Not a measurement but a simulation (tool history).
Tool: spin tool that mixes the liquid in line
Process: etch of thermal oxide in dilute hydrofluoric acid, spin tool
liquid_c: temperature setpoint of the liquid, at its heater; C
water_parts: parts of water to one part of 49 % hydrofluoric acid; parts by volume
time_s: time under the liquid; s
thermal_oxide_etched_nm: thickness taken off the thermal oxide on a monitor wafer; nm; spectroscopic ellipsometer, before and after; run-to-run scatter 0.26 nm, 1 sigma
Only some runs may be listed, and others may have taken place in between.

{"run": 1, "hour": 0.0, "liquid_c": 23.0, "water_parts": 140, "time_s": 305, "thermal_oxide_etched_nm": 10.632}
{"run": 2, "hour": 1.9, "liquid_c": 23.0, "water_parts": 140, "time_s": 325, "thermal_oxide_etched_nm": 11.336}
{"run": 3, "hour": 2.4, "liquid_c": 23.0, "water_parts": 140, "time_s": 305, "thermal_oxide_etched_nm": 10.789}
{"run": 4, "hour": 4.8, "liquid_c": 24.0, "water_parts": 130, "time_s": 305, "thermal_oxide_etched_nm": 12.014}
{"run": 5, "hour": 12.4, "liquid_c": 25.0, "water_parts": 120, "time_s": 305, "thermal_oxide_etched_nm": 13.675}
{"run": 6, "hour": 16.4, "liquid_c": 26.0, "water_parts": 110, "time_s": 305, "thermal_oxide_etched_nm": 15.867}
{"run": 7, "hour": 20.5, "liquid_c": 26.5, "water_parts": 105, "time_s": 305, "thermal_oxide_etched_nm": 16.98}

Run 8, settings as shown, results not yet in. Your forecast:
{"run": 8, "hour": 24.6, "liquid_c": 27.0, "water_parts": 100, "time_s": 305, "thermal_oxide_etched_nm": "?"}

thermal_oxide_etched_nm: 18.202 nm
